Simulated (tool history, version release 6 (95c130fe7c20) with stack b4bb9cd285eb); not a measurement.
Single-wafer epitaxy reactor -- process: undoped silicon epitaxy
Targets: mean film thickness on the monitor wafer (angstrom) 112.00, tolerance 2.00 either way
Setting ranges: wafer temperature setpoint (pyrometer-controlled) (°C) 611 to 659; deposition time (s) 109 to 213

run,hour,wafer temperature setpoint (pyrometer-controlled) (°C),deposition time (s),mean film thickness on the monitor wafer (angstrom)
1,0.0,635,161,184.01
2,6.8,629,161,158.56
3,15.3,633,161,176.74
4,24.3,633,181,198.26
5,26.8,633,196,214.21
6,31.8,633,174,188.72
7,37.2,627,174,160.81
8,40.0,623,174,147.02

Exercise: of the 5 proposed moves below, exactly one satisfies all targets within the stated allowed misses. Which move is it?
A,42.8,614,169,?
B,42.8,629,183,?
C,42.8,624,204,?
D,42.8,616,155,?
E,42.8,622,130,?

move,mean film thickness on the monitor wafer (angstrom)
A,111.57
B,179.94
C,175.94
D,108.00
E,106.34
A: each result inside its tolerance
B: further off than the last run
C: further off than the last run
D: carries the result that was furthest off beyond its target, to the other side
E: carries the result that was furthest off beyond its target, to the other side
Answer: A
